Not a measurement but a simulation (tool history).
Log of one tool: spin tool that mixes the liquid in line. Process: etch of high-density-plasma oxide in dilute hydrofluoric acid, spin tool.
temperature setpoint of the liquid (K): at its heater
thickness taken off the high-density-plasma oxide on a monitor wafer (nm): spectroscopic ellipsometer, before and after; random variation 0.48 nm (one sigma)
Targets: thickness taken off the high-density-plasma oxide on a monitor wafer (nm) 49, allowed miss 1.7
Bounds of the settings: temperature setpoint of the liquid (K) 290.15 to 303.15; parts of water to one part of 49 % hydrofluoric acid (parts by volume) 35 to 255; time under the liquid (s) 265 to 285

run,hour,temperature setpoint of the liquid (K),parts of water to one part of 49 % hydrofluoric acid (parts by volume),time under the liquid (s),thickness taken off the high-density-plasma oxide on a monitor wafer (nm)
1,0,295.15,145,265,16.007
2,3.1,293.15,145,265,14.952
3,6.6,293.15,145,265,14.835
4,7.9,295.65,110,265,22.303
5,14.2,298.65,110,265,25.121
6,20.7,299.65,90,265,33.045
7,21.4,300.65,80,265,38.97
8,22.8,303.15,65,265,54.526
9,29.7,301.65,65,265,51.076

5 next moves are on the table. One of them brings every result within its allowed miss. Which?
A,36.6,302.65,75,285,?
B,36.6,300.15,60,280,?
C,36.6,303.15,65,275,?
D,36.6,300.15,65,285,?
E,36.6,301.15,75,285,?

move,thickness taken off the high-density-plasma oxide on a monitor wafer (nm)
A,48.308
B,54.959
C,55.649
D,51.277
E,45.58
A: meets every target
B: further off than the last run
C: further off than the last run
D: further off than the last run
E: takes the result that was furthest off past its target
Answer: A
